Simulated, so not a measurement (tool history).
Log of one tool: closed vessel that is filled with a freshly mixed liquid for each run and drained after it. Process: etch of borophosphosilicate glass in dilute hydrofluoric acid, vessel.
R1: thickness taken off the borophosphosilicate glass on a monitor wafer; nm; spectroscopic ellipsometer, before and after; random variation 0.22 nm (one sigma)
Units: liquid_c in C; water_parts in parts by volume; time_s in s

run 1 hour=0.0 | liquid_c=26.0 water_parts=160 time_s=95 | R1=42.763
run 2 hour=6.1 | liquid_c=27.5 water_parts=160 time_s=95 | R1=45.036
run 3 hour=14.4 | liquid_c=27.5 water_parts=215 time_s=95 | R1=31.507
run 4 hour=21.8 | liquid_c=29.0 water_parts=205 time_s=95 | R1=35.231
run 5 hour=24.1 | liquid_c=30.0 water_parts=195 time_s=95 | R1=38.819
run 6 hour=33.0 | liquid_c=31.0 water_parts=185 time_s=95 | R1=42.649
run 7 hour=40.2 | liquid_c=31.5 water_parts=180 time_s=95 | R1=45.310

Forecast run 8:
run 8 hour=45.4 | liquid_c=32.0 water_parts=175 time_s=95 | R1=?

R1: 47.481 nm
